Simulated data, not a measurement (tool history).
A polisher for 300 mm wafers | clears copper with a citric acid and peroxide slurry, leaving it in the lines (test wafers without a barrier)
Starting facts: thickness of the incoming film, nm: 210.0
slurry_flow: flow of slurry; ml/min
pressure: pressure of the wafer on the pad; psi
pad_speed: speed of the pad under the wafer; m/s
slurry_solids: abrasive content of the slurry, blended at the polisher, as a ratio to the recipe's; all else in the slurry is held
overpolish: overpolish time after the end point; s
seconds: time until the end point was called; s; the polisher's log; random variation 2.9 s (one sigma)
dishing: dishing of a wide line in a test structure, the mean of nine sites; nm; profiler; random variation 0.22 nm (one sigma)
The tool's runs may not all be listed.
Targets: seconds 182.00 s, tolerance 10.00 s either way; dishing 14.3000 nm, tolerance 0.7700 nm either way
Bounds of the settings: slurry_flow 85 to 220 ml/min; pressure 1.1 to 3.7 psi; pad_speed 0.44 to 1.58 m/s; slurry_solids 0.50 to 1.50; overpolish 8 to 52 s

run	day	slurry_flow	pressure	pad_speed	slurry_solids	overpolish	seconds	dishing
1	0.000	140	2.4	1.00	1.00	26	119.34	29.9200
2	0.346	145	2.2	1.00	1.00	23	130.85	25.1230
3	0.629	145	2.2	0.80	1.00	23	164.00	20.9550
4	0.704	145	2.2	1.04	1.00	23	128.35	26.7790
5	0.829	145	2.2	0.84	1.00	23	154.21	22.4500
6	0.850	145	2.2	0.70	1.00	23	186.03	19.4910
7	1.212	145	2.2	0.70	1.00	23	191.17	19.7100
8	1.492	145	2.2	0.70	1.00	21	185.53	17.9660
9	1.575	145	2.2	0.70	1.00	20	187.91	17.7820
10	1.658	150	2.3	0.72	1.00	9	168.56	9.1291
11	1.696	150	2.2	0.74	1.00	11	175.44	10.6980
12	1.829	150	2.2	0.76	1.00	12	167.87	12.0540
13	2.125	150	2.1	0.78	1.00	13	171.57	12.4440
14	2.467	145	2.0	0.80	1.00	14	179.65	12.9470

Consider the 5 candidate settings below. Which is the only one whose results all fall within their allowed miss of target?
A	2.808	155	1.9	0.84	0.90	14	?	?
B	2.808	140	2.3	0.64	1.20	12	?	?
C	2.808	150	2.0	0.74	1.05	12	?	?
D	2.808	150	1.7	0.90	1.00	16	?	?
E	2.808	160	1.8	0.88	0.85	13	?	?

move	seconds	dishing
A	174.97	12.8600
B	184.99	10.7040
C	185.18	10.6600
D	180.65	14.0110
E	176.57	11.9230
A: the biggest miss grows against the last run
B: the biggest miss grows against the last run
C: the biggest miss grows against the last run
D: all results land within tolerance of their targets
E: the biggest miss grows against the last run
D is the move that brings every result within its allowed miss.
